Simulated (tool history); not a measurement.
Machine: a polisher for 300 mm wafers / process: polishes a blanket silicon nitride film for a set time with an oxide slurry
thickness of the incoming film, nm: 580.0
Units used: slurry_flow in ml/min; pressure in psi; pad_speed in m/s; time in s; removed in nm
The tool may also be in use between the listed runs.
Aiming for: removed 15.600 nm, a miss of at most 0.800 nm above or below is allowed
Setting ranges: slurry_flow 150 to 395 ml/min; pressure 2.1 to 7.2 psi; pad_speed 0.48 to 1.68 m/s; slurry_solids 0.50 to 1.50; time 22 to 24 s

Run 1, hour 0.0: slurry_flow 250 ml/min, pressure 4.6 psi, pad_speed 1.08 m/s, slurry_solids 1.00, time 24 s. Result: removed 22.910 nm.
Run 2, hour 6.0: slurry_flow 250 ml/min, pressure 4.1 psi, pad_speed 1.06 m/s, slurry_solids 1.00, time 24 s. Result: removed 18.969 nm.
Run 3, hour 8.6: slurry_flow 250 ml/min, pressure 3.9 psi, pad_speed 1.06 m/s, slurry_solids 1.00, time 24 s. Result: removed 18.826 nm.
Run 4, hour 9.6: slurry_flow 250 ml/min, pressure 3.7 psi, pad_speed 1.06 m/s, slurry_solids 1.00, time 24 s. Result: removed 18.309 nm.
Run 5, hour 12.8: slurry_flow 250 ml/min, pressure 3.7 psi, pad_speed 1.06 m/s, slurry_solids 1.00, time 24 s. Result: removed 17.843 nm.
Run 6, hour 17.9: slurry_flow 250 ml/min, pressure 4.3 psi, pad_speed 1.06 m/s, slurry_solids 1.00, time 24 s. Result: removed 20.474 nm.
Run 7, hour 23.3: slurry_flow 250 ml/min, pressure 3.9 psi, pad_speed 1.06 m/s, slurry_solids 1.00, time 24 s. Result: removed 18.585 nm.
Run 8, hour 24.5: slurry_flow 250 ml/min, pressure 3.7 psi, pad_speed 1.06 m/s, slurry_solids 1.00, time 24 s. Result: removed 17.728 nm.
Run 9, hour 31.6: slurry_flow 250 ml/min, pressure 3.5 psi, pad_speed 1.06 m/s, slurry_solids 1.00, time 24 s. Result: removed 16.885 nm.
Run 10, hour 33.6: slurry_flow 250 ml/min, pressure 3.4 psi, pad_speed 1.06 m/s, slurry_solids 1.00, time 24 s. Result: removed 16.423 nm.
Run 11, hour 36.5: slurry_flow 250 ml/min, pressure 3.4 psi, pad_speed 1.06 m/s, slurry_solids 1.00, time 24 s. Result: removed 16.439 nm.

Pick the move, out of 4, that brings all results within their allowed miss; only one does.
Run A, hour 39.4: slurry_flow 245 ml/min, pressure 3.6 psi, pad_speed 1.00 m/s, slurry_solids 1.00, time 23 s. Result: removed ?.
Run B, hour 39.4: slurry_flow 215 ml/min, pressure 3.3 psi, pad_speed 1.24 m/s, slurry_solids 1.05, time 23 s. Result: removed ?.
Run C, hour 39.4: slurry_flow 250 ml/min, pressure 3.7 psi, pad_speed 1.12 m/s, slurry_solids 1.00, time 24 s. Result: removed ?.
Run D, hour 39.4: slurry_flow 275 ml/min, pressure 4.5 psi, pad_speed 1.20 m/s, slurry_solids 0.60, time 24 s. Result: removed ?.

move  removed
   A   15.436
   B   17.008
   C   18.112
   D   17.185
A: each result inside its tolerance
B: its largest miss is bigger than the last run's
C: its largest miss is bigger than the last run's
D: its largest miss is bigger than the last run's
Answer: A
